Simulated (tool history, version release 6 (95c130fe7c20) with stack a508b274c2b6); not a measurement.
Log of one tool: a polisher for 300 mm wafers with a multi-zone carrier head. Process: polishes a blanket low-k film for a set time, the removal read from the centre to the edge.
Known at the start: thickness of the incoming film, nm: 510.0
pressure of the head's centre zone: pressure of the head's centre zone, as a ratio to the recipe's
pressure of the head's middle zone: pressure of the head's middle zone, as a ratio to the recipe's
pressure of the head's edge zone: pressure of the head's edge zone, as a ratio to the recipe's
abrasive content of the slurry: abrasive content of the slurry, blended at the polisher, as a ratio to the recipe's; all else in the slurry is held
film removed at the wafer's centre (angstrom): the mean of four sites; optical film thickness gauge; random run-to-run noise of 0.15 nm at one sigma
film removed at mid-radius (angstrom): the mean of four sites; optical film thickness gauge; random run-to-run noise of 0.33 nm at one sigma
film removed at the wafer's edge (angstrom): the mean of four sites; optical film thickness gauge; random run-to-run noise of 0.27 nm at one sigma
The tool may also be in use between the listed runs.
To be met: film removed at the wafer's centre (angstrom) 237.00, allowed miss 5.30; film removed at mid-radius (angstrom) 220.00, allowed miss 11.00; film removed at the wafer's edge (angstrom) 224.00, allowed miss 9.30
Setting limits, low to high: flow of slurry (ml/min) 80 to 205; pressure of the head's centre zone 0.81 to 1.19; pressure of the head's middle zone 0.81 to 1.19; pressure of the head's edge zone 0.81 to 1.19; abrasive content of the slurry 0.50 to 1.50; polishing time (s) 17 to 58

run	hour	flow of slurry (ml/min)	pressure of the head's centre zone	pressure of the head's middle zone	pressure of the head's edge zone	abrasive content of the slurry	polishing time (s)	film removed at the wafer's centre (angstrom)	film removed at mid-radius (angstrom)	film removed at the wafer's edge (angstrom)
1	0.0	135	1.00	1.00	1.00	1.00	37	200.95	200.99	185.80
2	8.8	145	1.01	0.99	1.04	1.00	37	206.88	197.03	197.67
3	17.5	155	1.02	1.00	1.05	1.00	37	210.21	203.08	200.20
4	22.1	155	1.02	0.94	1.05	1.00	37	212.55	195.34	196.12
5	25.7	165	1.03	0.96	1.06	1.00	37	212.69	192.94	200.09
6	28.2	165	1.03	1.03	1.06	1.00	37	213.92	217.78	203.27
# hour 33.4: edge zone pressure recalibrated
7	33.4	170	1.05	1.02	1.08	1.00	37	219.70	210.25	206.93
8	38.1	175	1.06	1.03	1.09	1.00	37	221.92	216.61	215.57

Below are 4 possible settings for the next run. Only one of them brings all results inside the allowed miss of their targets. Which is it?
A	42.8	195	1.07	1.00	1.02	1.05	36	?	?	?
B	42.8	165	1.06	0.98	1.08	1.10	38	?	?	?
C	42.8	185	1.06	1.15	1.10	0.95	37	?	?	?
D	42.8	170	1.00	1.00	1.09	0.80	42	?	?	?

move	film removed at the wafer's centre (angstrom)	film removed at mid-radius (angstrom)	film removed at the wafer's edge (angstrom)
A	227.43	215.46	208.39
B	235.18	221.56	225.96
C	220.30	237.00	211.28
D	216.28	217.70	218.85
A: moves toward the targets from the last run without getting all of them in spec
B: all results in spec
C: further off than the last run
D: further off than the last run
Answer: B
